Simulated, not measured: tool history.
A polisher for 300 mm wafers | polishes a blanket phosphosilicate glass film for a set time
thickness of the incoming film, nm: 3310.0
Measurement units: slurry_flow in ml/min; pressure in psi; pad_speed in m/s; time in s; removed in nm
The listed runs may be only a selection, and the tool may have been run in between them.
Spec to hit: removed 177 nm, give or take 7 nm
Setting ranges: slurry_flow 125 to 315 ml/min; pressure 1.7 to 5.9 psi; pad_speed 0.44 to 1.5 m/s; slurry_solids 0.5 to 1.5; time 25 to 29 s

| run | hour | slurry_flow | pressure | pad_speed | slurry_solids | time | removed |
|---|---|---|---|---|---|---|---|
| 1 | 0 | 205 | 3.8 | 0.96 | 1 | 29 | 294.26 |
| 2 | 5 | 175 | 3.8 | 0.96 | 1 | 29 | 290.18 |
| 3 | 7.1 | 175 | 3.4 | 0.96 | 1 | 29 | 259.15 |
| 4 | 13.9 | 175 | 3.4 | 0.96 | 1.1 | 29 | 266.56 |
| 5 | 17.3 | 175 | 3.1 | 0.96 | 1.1 | 29 | 243.56 |
| 6 | 22.6 | 140 | 3.1 | 0.96 | 1.1 | 29 | 232.59 |
| 7 | 25.3 | 135 | 2.1 | 0.94 | 1.1 | 29 | 154.06 |
| 8 | 29.2 | 145 | 2.2 | 0.94 | 1.1 | 29 | 166.74 |

Which of these 5 next moves meets every target?
| A | 33.1 | 170 | 2.2 | 1.08 | 1.2 | 29 | ? |
| B | 33.1 | 145 | 2.7 | 0.86 | 1.1 | 27 | ? |
| C | 33.1 | 130 | 2.1 | 0.92 | 1.2 | 29 | ? |
| D | 33.1 | 150 | 2.4 | 0.88 | 1.05 | 25 | ? |
| E | 33.1 | 160 | 2.9 | 0.9 | 1 | 28 | ? |

| move | removed |
|---|---|
| A | 200.29 |
| B | 178.63 |
| C | 159.43 |
| D | 149.56 |
| E | 204.11 |
A: takes the result that was furthest off past its target
B: all results in spec
C: the biggest miss grows against the last run
D: the biggest miss grows against the last run
E: takes the result that was furthest off past its target
B is the move that brings every result within its allowed miss.
